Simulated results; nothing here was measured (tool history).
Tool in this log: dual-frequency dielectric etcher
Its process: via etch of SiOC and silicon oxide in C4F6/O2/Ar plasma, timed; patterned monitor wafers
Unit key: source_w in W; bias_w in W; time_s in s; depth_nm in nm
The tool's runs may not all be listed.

run,day,source_w,bias_w,time_s,depth_nm
1,0.000,300,234,86,82.893
2,0.238,250,234,86,73.371
3,0.538,270,236,86,77.313
4,0.721,290,238,86,82.055
5,0.771,300,239,86,84.714
6,0.983,340,239,86,89.198
7,1.262,340,239,86,89.258
8,1.425,350,240,86,92.514

Expected results for the next run?
9,1.742,350,240,86,?

{"run 9": {"depth_nm": 92.06}}
